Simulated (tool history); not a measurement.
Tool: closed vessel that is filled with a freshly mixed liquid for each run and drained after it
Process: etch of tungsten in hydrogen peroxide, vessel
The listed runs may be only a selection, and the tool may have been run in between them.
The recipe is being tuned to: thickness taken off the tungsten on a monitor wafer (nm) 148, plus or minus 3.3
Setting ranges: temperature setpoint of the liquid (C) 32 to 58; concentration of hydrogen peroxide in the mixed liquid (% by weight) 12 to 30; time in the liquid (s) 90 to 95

run,day,temperature setpoint of the liquid (C),concentration of hydrogen peroxide in the mixed liquid (% by weight),time in the liquid (s),thickness taken off the tungsten on a monitor wafer (nm)
1,0,42,23,90,90.151
2,0.088,43.5,23,90,97.784
3,0.367,49,23,90,139.54
4,0.588,49,23,90,138.95
5,0.729,49,19,90,125.71
6,0.946,54.5,19,90,176.88
7,1.071,54,19,90,172.43
8,1.308,53.5,19,90,166.93
9,1.492,53,19,90,161.92
10,1.858,52.5,19,90,156.55
11,2.117,52,19,90,153.2

Below are 4 possible settings for the next run. Only one of them brings all results inside the allowed miss of their targets. Which is it?
A,2.375,52,22,90,?
B,2.375,54,12.5,95,?
C,2.375,48.5,22.5,95,?
D,2.375,52.5,14,95,?

move,thickness taken off the tungsten on a monitor wafer (nm)
A,162.88
B,146.12
C,140.43
D,141.35
A: further off than the last run
B: every result lands within tolerance
C: takes the biggest miss from the last run beyond its target
D: takes the biggest miss from the last run beyond its target
Move B is the one to make.

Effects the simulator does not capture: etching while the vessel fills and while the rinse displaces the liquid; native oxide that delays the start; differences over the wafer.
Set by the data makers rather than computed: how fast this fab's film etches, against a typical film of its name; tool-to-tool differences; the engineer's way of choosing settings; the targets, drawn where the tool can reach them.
